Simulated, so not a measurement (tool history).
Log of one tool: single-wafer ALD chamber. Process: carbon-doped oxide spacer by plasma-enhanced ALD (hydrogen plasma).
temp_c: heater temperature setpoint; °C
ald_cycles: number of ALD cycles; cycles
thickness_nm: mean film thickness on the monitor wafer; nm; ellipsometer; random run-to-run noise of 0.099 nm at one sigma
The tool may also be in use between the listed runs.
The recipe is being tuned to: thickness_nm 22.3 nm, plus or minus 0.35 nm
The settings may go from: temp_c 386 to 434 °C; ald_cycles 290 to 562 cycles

run  hour  temp_c  ald_cycles  thickness_nm
  1     0     410         426         18.37
  2   2.6     416         426        18.055
  3   6.7     414         433        18.399
  4   8.8     412         439        18.767
  5  11.3     412         397        16.964
  6  11.9     410         406        17.518
  7  14.4     408         414        17.982
  8    15     406         421        18.325
  9  22.2     405         428        18.611
 10  24.7     404         435        19.014
 11  25.5     392         496        21.972

4 next moves are on the table. One of them brings every result within its allowed miss. Which?
  A  26.3     391         488             ?
  B  26.3     395         503             ?
  C  26.3     399         491             ?
  D  26.3     387         483             ?

move  thickness_nm
   A         21.56
   B        22.223
   C        21.692
   D        21.339
A: lands further from the targets than the last run did
B: hits every target within its allowed miss
C: lands further from the targets than the last run did
D: lands further from the targets than the last run did
Move B is the one to make.
